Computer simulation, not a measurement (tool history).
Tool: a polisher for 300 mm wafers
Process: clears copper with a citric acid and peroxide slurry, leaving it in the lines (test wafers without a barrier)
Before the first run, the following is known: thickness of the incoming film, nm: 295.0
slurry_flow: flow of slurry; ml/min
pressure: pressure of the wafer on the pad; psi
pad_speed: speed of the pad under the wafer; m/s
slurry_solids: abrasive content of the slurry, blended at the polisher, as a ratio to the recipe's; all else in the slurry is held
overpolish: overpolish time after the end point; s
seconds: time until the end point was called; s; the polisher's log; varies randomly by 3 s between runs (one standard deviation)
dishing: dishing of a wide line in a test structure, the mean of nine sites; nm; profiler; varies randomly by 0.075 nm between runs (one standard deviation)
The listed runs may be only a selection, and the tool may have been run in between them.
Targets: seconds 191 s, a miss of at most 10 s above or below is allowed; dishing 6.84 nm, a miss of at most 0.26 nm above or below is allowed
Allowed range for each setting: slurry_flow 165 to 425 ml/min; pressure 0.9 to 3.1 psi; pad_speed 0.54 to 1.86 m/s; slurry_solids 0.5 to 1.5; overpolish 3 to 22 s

Run 1, hour 0: slurry_flow 275 ml/min, pressure 2 psi, pad_speed 1.18 m/s, slurry_solids 1, overpolish 11 s. Result: seconds 148.54 s, dishing 14.388 nm.
Run 2, hour 8.8: slurry_flow 275 ml/min, pressure 2 psi, pad_speed 1.18 m/s, slurry_solids 1.15, overpolish 11 s. Result: seconds 144.25 s, dishing 15.216 nm.
Run 3, hour 16.7: slurry_flow 275 ml/min, pressure 2 psi, pad_speed 1.08 m/s, slurry_solids 1.15, overpolish 11 s. Result: seconds 155.61 s, dishing 14.336 nm.
Run 4, hour 18.7: slurry_flow 275 ml/min, pressure 2 psi, pad_speed 0.88 m/s, slurry_solids 1.15, overpolish 11 s. Result: seconds 182.44 s, dishing 12.339 nm.
Run 5, hour 21.9: slurry_flow 270 ml/min, pressure 2 psi, pad_speed 0.88 m/s, slurry_solids 1.1, overpolish 10 s. Result: seconds 179.57 s, dishing 11.272 nm.
Run 6, hour 27.1: slurry_flow 270 ml/min, pressure 2 psi, pad_speed 0.88 m/s, slurry_solids 1.3, overpolish 10 s. Result: seconds 176.65 s, dishing 11.44 nm.
Run 7, hour 30.5: slurry_flow 270 ml/min, pressure 2 psi, pad_speed 0.88 m/s, slurry_solids 1.3, overpolish 9 s. Result: seconds 174.7 s, dishing 10.381 nm.
Run 8, hour 33: slurry_flow 270 ml/min, pressure 2 psi, pad_speed 0.88 m/s, slurry_solids 1.3, overpolish 8 s. Result: seconds 179.69 s, dishing 9.4472 nm.
Run 9, hour 33.6: slurry_flow 275 ml/min, pressure 2 psi, pad_speed 0.86 m/s, slurry_solids 1.3, overpolish 6 s. Result: seconds 180.14 s, dishing 7.139 nm.

Pick the move, out of 5, that brings all results within their allowed miss; only one does.
Run A, hour 34.2: slurry_flow 245 ml/min, pressure 1.5 psi, pad_speed 1.18 m/s, slurry_solids 1.15, overpolish 6 s. Result: seconds ?, dishing ?.
Run B, hour 34.2: slurry_flow 250 ml/min, pressure 2 psi, pad_speed 0.78 m/s, slurry_solids 1.45, overpolish 7 s. Result: seconds ?, dishing ?.
Run C, hour 34.2: slurry_flow 275 ml/min, pressure 1.8 psi, pad_speed 0.74 m/s, slurry_solids 1.3, overpolish 7 s. Result: seconds ?, dishing ?.
Run D, hour 34.2: slurry_flow 280 ml/min, pressure 1.9 psi, pad_speed 0.76 m/s, slurry_solids 1.3, overpolish 6 s. Result: seconds ?, dishing ?.
Run E, hour 34.2: slurry_flow 255 ml/min, pressure 2.5 psi, pad_speed 0.82 m/s, slurry_solids 0.9, overpolish 6 s. Result: seconds ?, dishing ?.

move  seconds  dishing
   A   189.68   6.7956
   B    188.8   7.8888
   C   220.51   6.8368
   D   204.92   6.3455
   E   163.01   7.8485
A: all results land within tolerance of their targets
B: misses by more than the last run did
C: brings the result that was furthest off to its target, and leaves another outside
D: carries the result that was furthest off beyond its target, to the other side
E: misses by more than the last run did
Go with A: it meets all targets.
